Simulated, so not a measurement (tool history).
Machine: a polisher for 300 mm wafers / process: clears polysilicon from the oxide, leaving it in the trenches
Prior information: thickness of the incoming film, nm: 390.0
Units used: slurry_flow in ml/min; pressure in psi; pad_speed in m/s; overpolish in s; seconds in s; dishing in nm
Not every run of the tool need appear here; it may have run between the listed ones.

run 1 day=0.000 | slurry_flow=260 pressure=2.7 pad_speed=0.98 overpolish=17 | seconds=25.472 dishing=66.506
run 2 day=0.188 | slurry_flow=260 pressure=2.7 pad_speed=1.10 overpolish=17 | seconds=22.642 dishing=65.718
run 3 day=0.538 | slurry_flow=260 pressure=2.5 pad_speed=1.04 overpolish=17 | seconds=25.927 dishing=65.153
run 4 day=0.862 | slurry_flow=260 pressure=2.5 pad_speed=1.04 overpolish=12 | seconds=24.982 dishing=60.804
run 5 day=1.062 | slurry_flow=260 pressure=2.3 pad_speed=0.98 overpolish=13 | seconds=30.253 dishing=61.036
run 6 day=1.292 | slurry_flow=285 pressure=2.3 pad_speed=0.98 overpolish=13 | seconds=28.767 dishing=60.586
run 7 day=1.592 | slurry_flow=280 pressure=2.1 pad_speed=0.96 overpolish=14 | seconds=32.703 dishing=62.333
run 8 day=1.892 | slurry_flow=275 pressure=1.4 pad_speed=0.78 overpolish=13 | seconds=60.687 dishing=48.798
run 9 day=2.262 | slurry_flow=285 pressure=1.4 pad_speed=0.78 overpolish=16 | seconds=56.867 dishing=54.130
run 10 day=2.604 | slurry_flow=290 pressure=1.4 pad_speed=0.78 overpolish=17 | seconds=58.456 dishing=54.047
run 11 day=2.933 | slurry_flow=300 pressure=1.4 pad_speed=0.78 overpolish=18 | seconds=57.517 dishing=55.007
run 12 day=3.279 | slurry_flow=305 pressure=1.4 pad_speed=0.78 overpolish=19 | seconds=56.242 dishing=57.580
run 13 day=3.325 | slurry_flow=305 pressure=1.4 pad_speed=0.78 overpolish=19 | seconds=56.846 dishing=56.205
run 14 day=3.429 | slurry_flow=305 pressure=1.4 pad_speed=0.78 overpolish=19 | seconds=57.650 dishing=57.470

What will run 15 give?
run 15 day=3.533 | slurry_flow=305 pressure=1.6 pad_speed=0.80 overpolish=27 | seconds=? dishing=?

Logged for run 15: seconds 49.133 s, dishing 63.676 nm.
